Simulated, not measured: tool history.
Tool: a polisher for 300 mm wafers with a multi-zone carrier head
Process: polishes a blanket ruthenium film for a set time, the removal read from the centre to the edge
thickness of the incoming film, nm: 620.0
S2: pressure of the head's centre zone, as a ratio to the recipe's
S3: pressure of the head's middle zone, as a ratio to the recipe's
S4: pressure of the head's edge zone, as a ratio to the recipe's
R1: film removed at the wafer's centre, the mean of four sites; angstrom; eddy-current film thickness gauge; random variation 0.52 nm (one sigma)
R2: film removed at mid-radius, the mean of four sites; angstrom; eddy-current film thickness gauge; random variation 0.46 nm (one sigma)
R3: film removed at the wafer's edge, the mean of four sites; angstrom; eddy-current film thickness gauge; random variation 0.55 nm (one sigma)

Run 1, hour 0: flow of slurry (ml/min) 290, S2 1, S3 1, S4 1, polishing time (s) 49. Result: R1 401.11 angstrom, R2 393.7 angstrom, R3 410.13 angstrom.
Run 2, hour 9: flow of slurry (ml/min) 290, S2 1, S3 1.01, S4 1.02, polishing time (s) 50. Result: R1 417.85 angstrom, R2 407.23 angstrom, R3 421.41 angstrom.
Run 3, hour 12.4: flow of slurry (ml/min) 240, S2 1, S3 1.01, S4 1.02, polishing time (s) 50. Result: R1 404.44 angstrom, R2 407.12 angstrom, R3 420.75 angstrom.
Run 4, hour 15.9: flow of slurry (ml/min) 210, S2 1, S3 1.01, S4 1.02, polishing time (s) 50. Result: R1 406.67 angstrom, R2 397.38 angstrom, R3 413 angstrom.
Run 5, hour 17.4: flow of slurry (ml/min) 210, S2 1.05, S3 1.01, S4 1.02, polishing time (s) 50. Result: R1 423.34 angstrom, R2 400.18 angstrom, R3 407.43 angstrom.
Run 6, hour 22.3: flow of slurry (ml/min) 215, S2 1.04, S3 1.02, S4 1.04, polishing time (s) 51. Result: R1 429.35 angstrom, R2 414.12 angstrom, R3 418.71 angstrom.
Run 7, hour 28.6: flow of slurry (ml/min) 220, S2 1.03, S3 1.02, S4 1.05, polishing time (s) 52. Result: R1 424.65 angstrom, R2 419.83 angstrom, R3 433.17 angstrom.
Run 8, hour 32.9: flow of slurry (ml/min) 220, S2 1.03, S3 1.03, S4 1.06, polishing time (s) 53. Result: R1 439.54 angstrom, R2 428.99 angstrom, R3 447.29 angstrom.
Run 9, hour 33.8: flow of slurry (ml/min) 220, S2 1.03, S3 1.04, S4 1.07, polishing time (s) 53. Result: R1 442.17 angstrom, R2 439.88 angstrom, R3 454.87 angstrom.
Run 10, hour 42.5: flow of slurry (ml/min) 225, S2 1.03, S3 1.05, S4 1.08, polishing time (s) 53. Result: R1 448.43 angstrom, R2 435.7 angstrom, R3 453.86 angstrom.
Run 11, hour 47.4: flow of slurry (ml/min) 225, S2 1.03, S3 1.05, S4 1.08, polishing time (s) 53. Result: R1 433.74 angstrom, R2 438.5 angstrom, R3 453.29 angstrom.
Run 12, hour 56.2: flow of slurry (ml/min) 225, S2 1.03, S3 1.06, S4 1.09, polishing time (s) 53. Result: R1 446.42 angstrom, R2 435.24 angstrom, R3 458.54 angstrom.
Run 13, hour 64.1: flow of slurry (ml/min) 225, S2 1.02, S3 1.07, S4 1.09, polishing time (s) 53. Result: R1 430.31 angstrom, R2 451.14 angstrom, R3 454.63 angstrom.

Forecast run 14:
Run 14, hour 64.7: flow of slurry (ml/min) 230, S2 1.02, S3 1.07, S4 1.1, polishing time (s) 53. Result: R1 ?, R2 ?, R3 ?.

R1: 442.29 angstrom
R2: 455.87 angstrom
R3: 456.9 angstrom
